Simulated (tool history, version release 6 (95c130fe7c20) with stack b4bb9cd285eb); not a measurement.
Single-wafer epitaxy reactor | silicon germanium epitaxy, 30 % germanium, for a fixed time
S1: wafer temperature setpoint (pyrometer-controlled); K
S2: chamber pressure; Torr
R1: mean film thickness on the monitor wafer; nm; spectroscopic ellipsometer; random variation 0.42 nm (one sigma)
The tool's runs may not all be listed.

Run 1, day 0.000: S1 898.15 K, S2 15.2 Torr. Result: R1 81.406 nm.
Run 2, day 0.279: S1 905.15 K, S2 15.2 Torr. Result: R1 90.068 nm.
Run 3, day 0.521: S1 905.15 K, S2 12.7 Torr. Result: R1 85.696 nm.
Run 4, day 0.821: S1 905.15 K, S2 10.3 Torr. Result: R1 81.497 nm.
Run 5, day 1.138: S1 899.15 K, S2 10.3 Torr. Result: R1 75.051 nm.
Run 6, day 1.171: S1 907.15 K, S2 10.3 Torr. Result: R1 84.630 nm.

The next listed run, before its measurement:
Run 7, day 1.446: S1 904.15 K, S2 10.2 Torr. Result: R1 ?.

R1: 80.079 nm
